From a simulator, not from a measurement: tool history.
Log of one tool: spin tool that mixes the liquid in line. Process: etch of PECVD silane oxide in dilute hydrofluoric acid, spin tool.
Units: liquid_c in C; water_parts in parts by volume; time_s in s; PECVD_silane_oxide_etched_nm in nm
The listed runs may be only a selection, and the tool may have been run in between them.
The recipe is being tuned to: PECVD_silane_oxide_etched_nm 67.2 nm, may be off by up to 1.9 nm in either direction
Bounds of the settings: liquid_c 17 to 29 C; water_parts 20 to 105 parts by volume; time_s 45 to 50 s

run  hour  liquid_c  water_parts  time_s  PECVD_silane_oxide_etched_nm
  1     0        21           55      45                        25.085
  2   8.1      23.5           45      45                        34.774
  3  15.8        25           40      45                        42.429
  4  18.3        25           55      45                        30.717
  5  25.6        26           45      45                         39.13
  6  29.9        26           45      45                        39.138
  7  35.1        27           40      45                        45.865
  8  36.8      27.5           35      45                        53.696
  9  38.3        28           35      45                        55.061
 10  42.7      28.5           35      45                        56.918

Of the 5 settings listed for the next run, only one would bring every result within its allowed miss of target. Which one?
  A  47.1        29           50      50                             ?
  B  47.1      27.5           30      45                             ?
  C  47.1        24           35      50                             ?
  D  47.1      24.5           25      45                             ?
  E  47.1        29           35      50                             ?

move  PECVD_silane_oxide_etched_nm
   A                        43.193
   B                        62.848
   C                        51.452
   D                        67.101
   E                        63.123
A: further off than the last run
B: gains on the last run, yet a result remains outside its allowed miss
C: further off than the last run
D: all results in spec
E: gains on the last run, yet a result remains outside its allowed miss
Correct choice: D, which meets every target
